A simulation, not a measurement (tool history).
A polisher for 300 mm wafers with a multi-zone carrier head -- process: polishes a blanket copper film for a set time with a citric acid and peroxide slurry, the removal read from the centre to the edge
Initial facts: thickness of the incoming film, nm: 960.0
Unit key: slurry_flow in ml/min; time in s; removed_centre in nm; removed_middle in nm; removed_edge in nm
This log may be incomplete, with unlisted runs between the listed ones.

run	hour	slurry_flow	centre_zone	middle_zone	edge_zone	slurry_solids	time	removed_centre	removed_middle	removed_edge
1	0	155	1	1	1	1	57	189.97	189.02	198.62
2	0.9	175	1	1	1	1	57	201.85	194.46	203.5
3	3.5	165	1.01	0.95	1	0.9	56	186.97	173.29	188.85
4	9.6	155	1.02	0.92	1.01	0.85	56	182.85	165.08	185.94
5	10.9	155	1.02	0.85	1.01	0.85	56	182.12	157.63	182.8
6	17.3	155	1.02	0.81	1.01	0.85	56	179.38	152.58	185.92
7	19.9	110	1.07	0.81	1.06	0.6	53	144.87	114.33	149.85
8	21.3	120	1.07	0.82	1.07	0.6	53	151.03	116.94	151.81

Predict the results of run 9:
9	24.9	125	1.06	0.82	1.07	0.6	53	?	?	?

Logged for run 9: removed_centre 151.09 nm, removed_middle 119.52 nm, removed_edge 149.69 nm.

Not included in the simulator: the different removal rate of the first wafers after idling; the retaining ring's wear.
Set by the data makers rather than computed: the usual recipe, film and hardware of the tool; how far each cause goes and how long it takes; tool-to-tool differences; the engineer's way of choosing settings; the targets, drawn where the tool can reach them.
